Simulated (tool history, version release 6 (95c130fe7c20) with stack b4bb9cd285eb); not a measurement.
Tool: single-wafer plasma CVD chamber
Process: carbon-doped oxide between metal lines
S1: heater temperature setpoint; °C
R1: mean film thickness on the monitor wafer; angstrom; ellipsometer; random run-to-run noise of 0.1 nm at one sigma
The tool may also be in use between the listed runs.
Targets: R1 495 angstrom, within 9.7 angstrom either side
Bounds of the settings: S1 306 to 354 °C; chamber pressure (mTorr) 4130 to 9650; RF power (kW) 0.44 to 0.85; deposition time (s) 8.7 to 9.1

{"run": 1, "hour": 0.0, "S1": 330, "chamber pressure (mTorr)": 6890, "RF power (kW)": 0.645, "deposition time (s)": 9.1, "R1": 605.85}
{"run": 2, "hour": 1.7, "S1": 321, "chamber pressure (mTorr)": 6890, "RF power (kW)": 0.645, "deposition time (s)": 9.1, "R1": 621.7}
{"run": 3, "hour": 5.6, "S1": 321, "chamber pressure (mTorr)": 6890, "RF power (kW)": 0.56, "deposition time (s)": 9.1, "R1": 569.45}
{"run": 4, "hour": 14.5, "S1": 321, "chamber pressure (mTorr)": 5660, "RF power (kW)": 0.56, "deposition time (s)": 9.1, "R1": 561.61}
{"run": 5, "hour": 21.8, "S1": 324, "chamber pressure (mTorr)": 5460, "RF power (kW)": 0.545, "deposition time (s)": 9.1, "R1": 545.54}
{"run": 6, "hour": 24.6, "S1": 324, "chamber pressure (mTorr)": 4760, "RF power (kW)": 0.545, "deposition time (s)": 9.1, "R1": 539.86}
{"run": 7, "hour": 28.1, "S1": 327, "chamber pressure (mTorr)": 4630, "RF power (kW)": 0.54, "deposition time (s)": 9.1, "R1": 526.65}
{"run": 8, "hour": 37.1, "S1": 329, "chamber pressure (mTorr)": 4520, "RF power (kW)": 0.535, "deposition time (s)": 9.1, "R1": 521.61}
{"run": 9, "hour": 40.8, "S1": 331, "chamber pressure (mTorr)": 4440, "RF power (kW)": 0.53, "deposition time (s)": 9.1, "R1": 514.49}
{"run": 10, "hour": 47.1, "S1": 332, "chamber pressure (mTorr)": 4370, "RF power (kW)": 0.525, "deposition time (s)": 9.1, "R1": 510.12}
{"run": 11, "hour": 48.9, "S1": 333, "chamber pressure (mTorr)": 4320, "RF power (kW)": 0.525, "deposition time (s)": 9.1, "R1": 505.26}

Which single option among these 4 for the next run brings every result within its allowed miss of target? Just one does.
{"run": "A", "hour": 50.7, "S1": 335, "chamber pressure (mTorr)": 4190, "RF power (kW)": 0.59, "deposition time (s)": 8.7, "R1": "?"}
{"run": "B", "hour": 50.7, "S1": 344, "chamber pressure (mTorr)": 4220, "RF power (kW)": 0.53, "deposition time (s)": 9.1, "R1": "?"}
{"run": "C", "hour": 50.7, "S1": 335, "chamber pressure (mTorr)": 4670, "RF power (kW)": 0.56, "deposition time (s)": 9.1, "R1": "?"}
{"run": "D", "hour": 50.7, "S1": 332, "chamber pressure (mTorr)": 4130, "RF power (kW)": 0.6, "deposition time (s)": 8.7, "R1": "?"}

move=A R1=517.5
move=B R1=493.61
move=C R1=529.69
move=D R1=526.73
A: further off than the last run
B: in spec on every target
C: further off than the last run
D: further off than the last run
So the answer is move B, the one that meets all the targets.
